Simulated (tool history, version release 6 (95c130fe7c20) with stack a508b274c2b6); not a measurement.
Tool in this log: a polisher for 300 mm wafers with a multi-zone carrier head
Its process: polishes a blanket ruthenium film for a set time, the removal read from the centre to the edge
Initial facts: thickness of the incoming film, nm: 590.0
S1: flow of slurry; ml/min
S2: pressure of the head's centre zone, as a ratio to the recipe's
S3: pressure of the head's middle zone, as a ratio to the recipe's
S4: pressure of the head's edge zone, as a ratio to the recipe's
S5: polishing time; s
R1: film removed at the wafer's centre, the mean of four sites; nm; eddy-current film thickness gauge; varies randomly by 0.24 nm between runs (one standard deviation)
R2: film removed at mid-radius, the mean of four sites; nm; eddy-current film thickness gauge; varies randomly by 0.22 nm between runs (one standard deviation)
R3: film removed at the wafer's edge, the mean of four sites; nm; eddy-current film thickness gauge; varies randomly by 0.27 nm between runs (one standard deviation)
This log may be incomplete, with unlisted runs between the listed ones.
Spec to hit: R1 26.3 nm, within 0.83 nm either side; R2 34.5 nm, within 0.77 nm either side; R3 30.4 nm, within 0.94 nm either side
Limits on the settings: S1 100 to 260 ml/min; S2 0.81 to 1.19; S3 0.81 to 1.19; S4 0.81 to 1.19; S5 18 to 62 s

{"run": 1, "hour": 0.0, "S1": 165, "S2": 1, "S3": 1, "S4": 1, "S5": 40, "R1": 22.515, "R2": 22.236, "R3": 22.792}
{"run": 2, "hour": 1.2, "S1": 180, "S2": 0.98, "S3": 1.04, "S4": 1.02, "S5": 41, "R1": 22.584, "R2": 24.098, "R3": 24.659}
{"run": 3, "hour": 4.5, "S1": 190, "S2": 0.97, "S3": 1.07, "S4": 1, "S5": 42, "R1": 23.744, "R2": 25.7, "R3": 24.958}
{"run": 4, "hour": 9.0, "S1": 200, "S2": 0.95, "S3": 1.09, "S4": 1, "S5": 43, "R1": 23.909, "R2": 27.018, "R3": 25.761}
{"hour": 17.0, "done": "slurry nozzle cleaned"}
{"run": 5, "hour": 17.0, "S1": 210, "S2": 0.94, "S3": 1.11, "S4": 1, "S5": 44, "R1": 26.513, "R2": 30.467, "R3": 28.596}
{"run": 6, "hour": 17.8, "S1": 210, "S2": 0.98, "S3": 1.11, "S4": 1, "S5": 44, "R1": 27.901, "R2": 30.881, "R3": 28.502}
{"run": 7, "hour": 26.8, "S1": 215, "S2": 0.96, "S3": 1.13, "S4": 1, "S5": 44, "R1": 27.928, "R2": 31.119, "R3": 28.381}
{"run": 8, "hour": 34.9, "S1": 180, "S2": 0.86, "S3": 1.19, "S4": 1, "S5": 49, "R1": 26.671, "R2": 35.703, "R3": 30.455}
{"run": 9, "hour": 41.6, "S1": 180, "S2": 0.86, "S3": 1.19, "S4": 1, "S5": 49, "R1": 26.632, "R2": 35.288, "R3": 30.639}

Pick the move, out of 4, that brings all results within their allowed miss; only one does.
{"run": "A", "hour": 48.3, "S1": 195, "S2": 0.9, "S3": 1.15, "S4": 0.98, "S5": 49, "R1": "?", "R2": "?", "R3": "?"}
{"run": "B", "hour": 48.3, "S1": 120, "S2": 0.82, "S3": 1.19, "S4": 0.94, "S5": 54, "R1": "?", "R2": "?", "R3": "?"}
{"run": "C", "hour": 48.3, "S1": 140, "S2": 0.88, "S3": 1.18, "S4": 1.02, "S5": 50, "R1": "?", "R2": "?", "R3": "?"}
{"run": "D", "hour": 48.3, "S1": 190, "S2": 0.81, "S3": 1.18, "S4": 0.98, "S5": 50, "R1": "?", "R2": "?", "R3": "?"}

move=A R1=28.224 R2=35.147 R3=30.462
move=B R1=25.658 R2=36.562 R3=30.891
move=C R1=26.454 R2=34.686 R3=30.425
move=D R1=25.792 R2=36.549 R3=30.985
A: gets the furthest-off result to its target, but another result is out of tolerance
B: further off than the last run
C: all results in spec
D: further off than the last run
C meets every target.

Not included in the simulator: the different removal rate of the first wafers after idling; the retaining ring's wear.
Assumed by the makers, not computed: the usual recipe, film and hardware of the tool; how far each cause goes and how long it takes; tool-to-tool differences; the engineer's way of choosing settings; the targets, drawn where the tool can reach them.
